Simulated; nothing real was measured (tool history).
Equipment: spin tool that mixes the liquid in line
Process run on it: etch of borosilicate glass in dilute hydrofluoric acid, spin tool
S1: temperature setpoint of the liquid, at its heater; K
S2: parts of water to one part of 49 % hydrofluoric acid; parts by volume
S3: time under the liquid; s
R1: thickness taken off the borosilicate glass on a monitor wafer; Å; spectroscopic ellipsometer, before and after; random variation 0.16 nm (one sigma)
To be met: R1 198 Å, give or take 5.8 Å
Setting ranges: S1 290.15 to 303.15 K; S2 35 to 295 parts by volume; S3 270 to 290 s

run    day      S1   S2   S3      R1
  1      0  295.15  165  270  345.26
  2  0.121  292.65  165  270  311.28
  3   0.25  295.65  165  270  351.61
  4  0.292  295.65  165  290  381.97
  5  0.667  295.65  165  290  376.03
  6  1.012  292.65  165  290  338.14
  7  1.283  292.15  180  290  294.43
  8  1.471  291.65  190  290  277.52
  9  1.825  291.15  200  290   249.9
 10  1.942  291.15  205  290  247.11
 11  2.038  291.15  210  290  240.06
 12  2.358  291.15  215  290  234.94
 13  2.442  291.15  220  290  228.12
 14  2.779  291.15  225  290  220.88
 15  2.871  290.65  230  290  208.89

Of the 5 settings listed for the next run, only one would bring every result within its allowed miss of target. Which one?
  A  2.962  291.15  235  275   ?
  B  2.962  290.15  205  275   ?
  C  2.962  290.15  215  285   ?
  D  2.962  290.15  220  285   ?
  E  2.962  290.15  215  275   ?

move      R1
   A  201.88
   B  228.65
   C  223.91
   D  217.84
   E  216.05
A: every result lands within tolerance
B: its largest miss is bigger than the last run's
C: its largest miss is bigger than the last run's
D: its largest miss is bigger than the last run's
E: its largest miss is bigger than the last run's
A meets every target.
